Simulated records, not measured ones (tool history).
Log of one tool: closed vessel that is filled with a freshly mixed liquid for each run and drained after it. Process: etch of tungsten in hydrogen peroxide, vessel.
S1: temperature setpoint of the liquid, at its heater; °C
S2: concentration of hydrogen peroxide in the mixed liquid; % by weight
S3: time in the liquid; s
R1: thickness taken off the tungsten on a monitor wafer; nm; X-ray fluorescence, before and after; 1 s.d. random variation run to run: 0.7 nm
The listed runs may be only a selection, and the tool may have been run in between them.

run,hour,S1,S2,S3,R1
1,0.0,44.0,24.0,90,108.89
2,1.5,43.5,24.0,90,103.81
3,8.8,49.5,24.0,90,153.42
4,14.2,48.5,24.0,90,144.20
5,19.1,48.5,26.0,90,146.17
6,23.6,48.5,28.5,90,157.09
7,30.3,47.0,28.5,90,144.02
8,37.9,47.0,28.5,90,142.86
9,43.5,46.0,28.5,90,134.79

What does the tool deliver on the next run?
10,49.8,45.0,28.5,90,?

For run 10 the tool returned R1 127.92 nm.
